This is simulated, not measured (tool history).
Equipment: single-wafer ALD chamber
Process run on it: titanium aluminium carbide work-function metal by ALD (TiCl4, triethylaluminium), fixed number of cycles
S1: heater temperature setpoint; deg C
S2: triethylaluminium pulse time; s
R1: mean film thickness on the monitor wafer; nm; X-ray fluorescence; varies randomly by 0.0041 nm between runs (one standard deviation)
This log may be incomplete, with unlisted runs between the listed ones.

Run 1, hour 0: S1 280 deg C, S2 8.71 s. Result: R1 1.636 nm.
Run 2, hour 4.5: S1 272 deg C, S2 6.81 s. Result: R1 1.4668 nm.
Run 3, hour 7.6: S1 280 deg C, S2 6.81 s. Result: R1 1.5172 nm.
Run 4, hour 14.4: S1 274 deg C, S2 5.71 s. Result: R1 1.341 nm.
Run 5, hour 21.3: S1 274 deg C, S2 3.56 s. Result: R1 0.78647 nm.
Run 6, hour 28.1: S1 273 deg C, S2 4.41 s. Result: R1 1.0743 nm.
Run 7, hour 34.3: S1 268 deg C, S2 4.57 s. Result: R1 1.0981 nm.
Run 8, hour 40.3: S1 265 deg C, S2 4.7 s. Result: R1 1.1065 nm.
Run 9, hour 42.9: S1 263 deg C, S2 4.95 s. Result: R1 1.1517 nm.
Run 10, hour 43.9: S1 262 deg C, S2 7.74 s. Result: R1 1.4702 nm.
Run 11, hour 50.2: S1 261 deg C, S2 7.26 s. Result: R1 1.4377 nm.
Run 12, hour 58.8: S1 261 deg C, S2 6.85 s. Result: R1 1.3955 nm.
Run 13, hour 59.5: S1 256 deg C, S2 4.06 s. Result: R1 0.89259 nm.
Run 14, hour 66.5: S1 269 deg C, S2 4.21 s. Result: R1 0.98723 nm.
Run 15, hour 72.5: S1 281 deg C, S2 6.44 s. Result: R1 1.4901 nm.
Run 16, hour 74.4: S1 271 deg C, S2 6.35 s. Result: R1 1.4166 nm.
Run 17, hour 83.1: S1 268 deg C, S2 6.16 s. Result: R1 1.3734 nm.
Run 18, hour 83.8: S1 256 deg C, S2 5.05 s. Result: R1 1.1352 nm.

Estimate the outcome of run 19 from the log above:
Run 19, hour 88.3: S1 256 deg C, S2 5.34 s. Result: R1 ?.

{"run 19": {"R1": 1.1891}}

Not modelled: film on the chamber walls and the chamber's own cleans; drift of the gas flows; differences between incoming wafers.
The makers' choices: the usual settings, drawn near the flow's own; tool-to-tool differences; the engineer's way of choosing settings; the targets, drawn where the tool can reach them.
